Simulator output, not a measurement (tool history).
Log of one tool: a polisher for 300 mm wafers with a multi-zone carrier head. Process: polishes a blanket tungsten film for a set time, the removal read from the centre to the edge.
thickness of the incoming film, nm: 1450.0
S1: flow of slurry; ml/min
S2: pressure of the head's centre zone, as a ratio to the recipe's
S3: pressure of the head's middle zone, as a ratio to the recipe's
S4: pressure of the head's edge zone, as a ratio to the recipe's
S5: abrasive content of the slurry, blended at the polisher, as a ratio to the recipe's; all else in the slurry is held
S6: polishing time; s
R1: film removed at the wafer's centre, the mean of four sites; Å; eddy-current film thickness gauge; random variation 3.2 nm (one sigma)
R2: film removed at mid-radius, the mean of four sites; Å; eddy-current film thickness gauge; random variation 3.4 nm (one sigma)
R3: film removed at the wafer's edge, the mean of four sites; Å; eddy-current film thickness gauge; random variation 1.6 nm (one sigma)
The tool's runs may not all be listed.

run,hour,S1,S2,S3,S4,S5,S6,R1,R2,R3
1,0,255,1,1,1,1,35,2114.8,2201.5,2134.5
2,4.2,255,1,1,0.93,1,35,2193.3,2214.3,2094.3
3,5.5,260,0.99,1.03,0.96,1.1,35,2213.5,2291.2,2160.6
4,10.6,260,0.99,1.03,0.96,1.25,35,2299.1,2461.2,2242
5,15.9,265,0.98,1.05,0.98,1.3,35,2261.9,2481.2,2278.5
6,16.5,265,0.98,0.99,0.98,1.3,35,2230.2,2313.2,2274.7
7,19.1,265,0.98,1.03,1,1.35,35,2302.7,2412.4,2288.7

The next listed run, before its measurement:
8,21.7,295,0.88,1.13,1.06,1.5,36,?,?,?

{"run 8": {"R1": 2205, "R2": 2756.1, "R3": 2540.6}}

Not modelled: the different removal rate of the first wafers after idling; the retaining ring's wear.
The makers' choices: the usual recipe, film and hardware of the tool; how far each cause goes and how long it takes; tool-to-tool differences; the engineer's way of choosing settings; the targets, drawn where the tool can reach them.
